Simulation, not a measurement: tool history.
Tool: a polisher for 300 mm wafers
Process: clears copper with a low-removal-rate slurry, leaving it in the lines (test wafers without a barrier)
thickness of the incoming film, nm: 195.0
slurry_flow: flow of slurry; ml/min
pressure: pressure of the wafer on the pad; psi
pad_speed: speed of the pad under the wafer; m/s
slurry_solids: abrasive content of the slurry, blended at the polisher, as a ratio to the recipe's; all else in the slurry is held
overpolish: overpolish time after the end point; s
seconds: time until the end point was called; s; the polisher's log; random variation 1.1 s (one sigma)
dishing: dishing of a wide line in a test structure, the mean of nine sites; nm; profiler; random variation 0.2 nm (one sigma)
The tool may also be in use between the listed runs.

| run | hour | slurry_flow | pressure | pad_speed | slurry_solids | overpolish | seconds | dishing |
|---|---|---|---|---|---|---|---|---|
| 1 | 0 | 150 | 3.1 | 0.88 | 1 | 19 | 54.838 | 41.095 |
| 2 | 7 | 120 | 3.1 | 0.88 | 1 | 19 | 58.269 | 39.97 |
| 3 | 12.8 | 120 | 3.5 | 0.88 | 1 | 19 | 52.511 | 44.05 |
| 4 | 15.4 | 120 | 3.5 | 0.88 | 1 | 14 | 54.684 | 35.267 |
| 5 | 18.1 | 120 | 3.5 | 0.88 | 0.8 | 14 | 53.951 | 32.823 |
| 6 | 24.5 | 150 | 3.5 | 0.88 | 0.8 | 14 | 52.627 | 34.054 |
| 7 | 30.1 | 150 | 3 | 0.96 | 0.7 | 12 | 56.724 | 28.523 |
| 8 | 31.5 | 170 | 2.6 | 1 | 0.65 | 10 | 63.722 | 21.73 |
| 9 | 36.4 | 210 | 2.6 | 1.1 | 0.5 | 6 | 59.484 | 14.392 |
| 10 | 45.1 | 200 | 2.6 | 1.1 | 0.5 | 6 | 60.495 | 14.488 |
| 11 | 51.7 | 190 | 2.6 | 1.1 | 0.5 | 6 | 62.679 | 14.282 |
|  | 58.6 | head pressure recalibrated |
| 12 | 58.6 | 185 | 2.7 | 1.08 | 0.5 | 6 | 61.984 | 13.945 |
| 13 | 66.3 | 180 | 2.7 | 1.08 | 0.55 | 6 | 61.498 | 13.826 |
| 14 | 75 | 170 | 2.9 | 1.08 | 0.55 | 11 | 58.221 | 25.441 |
| 15 | 81.9 | 210 | 2.5 | 1.12 | 0.55 | 10 | 62.464 | 21.65 |
| 16 | 89.8 | 210 | 2.6 | 1.08 | 0.55 | 9 | 61.299 | 19.55 |
| 17 | 94.3 | 210 | 2.7 | 1.08 | 0.5 | 8 | 61.925 | 18.057 |

Run 18 comes next. What will it give?
| 18 | 99 | 205 | 2.7 | 1.1 | 0.5 | 8 | ? | ? |

seconds: 63.392 s
dishing: 18.16 nm
